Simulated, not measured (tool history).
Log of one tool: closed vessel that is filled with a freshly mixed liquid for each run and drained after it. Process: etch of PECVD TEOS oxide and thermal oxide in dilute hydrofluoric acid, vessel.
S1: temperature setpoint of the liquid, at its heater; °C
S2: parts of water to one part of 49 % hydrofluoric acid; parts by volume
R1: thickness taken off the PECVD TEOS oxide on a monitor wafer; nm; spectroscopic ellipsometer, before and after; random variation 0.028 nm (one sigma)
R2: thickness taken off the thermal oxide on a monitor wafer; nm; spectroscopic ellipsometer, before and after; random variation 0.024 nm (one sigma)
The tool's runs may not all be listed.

run 1 hour=0 | S1=22 S2=295 time_in_the_liquid_(s)=155 | R1=5.0903 R2=1.8069
run 2 hour=7.5 | S1=22 S2=230 time_in_the_liquid_(s)=155 | R1=6.9068 R2=2.4448
run 3 hour=16.3 | S1=21 S2=255 time_in_the_liquid_(s)=155 | R1=5.8358 R2=2.1436
run 4 hour=23.5 | S1=21 S2=305 time_in_the_liquid_(s)=155 | R1=4.7058 R2=1.6354
run 5 hour=29.4 | S1=20 S2=310 time_in_the_liquid_(s)=155 | R1=4.3917 R2=1.6062
run 6 hour=36.3 | S1=18.5 S2=310 time_in_the_liquid_(s)=155 | R1=4.1897 R2=1.4901
run 7 hour=44.8 | S1=18 S2=315 time_in_the_liquid_(s)=155 | R1=3.9827 R2=1.4287

Run 8 comes next. What will it give?
run 8 hour=50.1 | S1=18 S2=315 time_in_the_liquid_(s)=155 | R1=? R2=?

Run 8 gave R1 3.9931 nm, R2 1.4589 nm.
